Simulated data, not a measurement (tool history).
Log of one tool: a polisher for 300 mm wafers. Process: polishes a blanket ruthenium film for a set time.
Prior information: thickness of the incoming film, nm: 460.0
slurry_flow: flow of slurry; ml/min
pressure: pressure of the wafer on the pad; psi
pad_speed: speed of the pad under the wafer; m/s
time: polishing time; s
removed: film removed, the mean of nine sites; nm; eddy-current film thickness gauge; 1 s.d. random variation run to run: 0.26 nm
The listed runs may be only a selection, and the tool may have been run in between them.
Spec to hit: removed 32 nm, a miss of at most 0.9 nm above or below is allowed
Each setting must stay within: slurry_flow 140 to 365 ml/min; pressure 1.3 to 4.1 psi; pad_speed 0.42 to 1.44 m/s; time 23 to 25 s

Run 1, hour 0: slurry_flow 235 ml/min, pressure 2.7 psi, pad_speed 0.92 m/s, time 25 s. Result: removed 39.413 nm.
Run 2, hour 3.3: slurry_flow 265 ml/min, pressure 2.7 psi, pad_speed 0.92 m/s, time 25 s. Result: removed 40.198 nm.
Run 3, hour 4.7: slurry_flow 265 ml/min, pressure 2.4 psi, pad_speed 0.92 m/s, time 25 s. Result: removed 35.424 nm.
Run 4, hour 5.4: slurry_flow 265 ml/min, pressure 2.4 psi, pad_speed 1.08 m/s, time 25 s. Result: removed 42.443 nm.
Run 5, hour 10: slurry_flow 290 ml/min, pressure 2.4 psi, pad_speed 1.08 m/s, time 25 s. Result: removed 42.214 nm.
Run 6, hour 18.4: slurry_flow 290 ml/min, pressure 2.4 psi, pad_speed 1.08 m/s, time 25 s. Result: removed 41.395 nm.
Run 7, hour 19: slurry_flow 290 ml/min, pressure 2.3 psi, pad_speed 1.08 m/s, time 25 s. Result: removed 39.858 nm.
Run 8, hour 22.3: slurry_flow 270 ml/min, pressure 1.6 psi, pad_speed 1.08 m/s, time 25 s. Result: removed 28.186 nm.

Of the 4 settings listed for the next run, only one would bring every result within its allowed miss of target. Which one?
Run A, hour 25.6: slurry_flow 245 ml/min, pressure 1.4 psi, pad_speed 1.12 m/s, time 25 s. Result: removed ?.
Run B, hour 25.6: slurry_flow 255 ml/min, pressure 1.7 psi, pad_speed 1.1 m/s, time 24 s. Result: removed ?.
Run C, hour 25.6: slurry_flow 240 ml/min, pressure 1.7 psi, pad_speed 1.18 m/s, time 25 s. Result: removed ?.
Run D, hour 25.6: slurry_flow 260 ml/min, pressure 1.8 psi, pad_speed 1.06 m/s, time 24 s. Result: removed ?.

move  removed
   A   25.633
   B   29.185
   C   32.358
   D   29.786
A: misses by more than the last run did
B: closes in on the targets versus the last run, not all within tolerance yet
C: meets every target
D: closes in on the targets versus the last run, not all within tolerance yet
Go with C: it meets all targets.
